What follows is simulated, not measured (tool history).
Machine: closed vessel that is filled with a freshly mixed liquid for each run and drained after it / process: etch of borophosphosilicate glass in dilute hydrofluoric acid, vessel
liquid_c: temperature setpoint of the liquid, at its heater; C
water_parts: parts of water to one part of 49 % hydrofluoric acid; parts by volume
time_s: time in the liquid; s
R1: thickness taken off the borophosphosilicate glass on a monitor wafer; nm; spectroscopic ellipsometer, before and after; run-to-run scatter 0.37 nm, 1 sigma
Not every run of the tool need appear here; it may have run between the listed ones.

run 1 hour=0 | liquid_c=23 water_parts=70 time_s=125 | R1=93.406
run 2 hour=7.3 | liquid_c=22 water_parts=70 time_s=125 | R1=89.312
run 3 hour=10.8 | liquid_c=22 water_parts=70 time_s=130 | R1=93.516
run 4 hour=14.5 | liquid_c=24.5 water_parts=70 time_s=130 | R1=101.77
run 5 hour=19.3 | liquid_c=23 water_parts=75 time_s=130 | R1=89.081
run 6 hour=27.6 | liquid_c=22 water_parts=75 time_s=130 | R1=85.052
run 7 hour=35 | liquid_c=21 water_parts=75 time_s=130 | R1=82.352
run 8 hour=44.3 | liquid_c=20 water_parts=75 time_s=130 | R1=79.011
run 9 hour=46.2 | liquid_c=19.5 water_parts=75 time_s=130 | R1=77.7

What will run 10 give?
run 10 hour=53.7 | liquid_c=19 water_parts=75 time_s=130 | R1=?

{"run 10": {"R1": 75.943}}
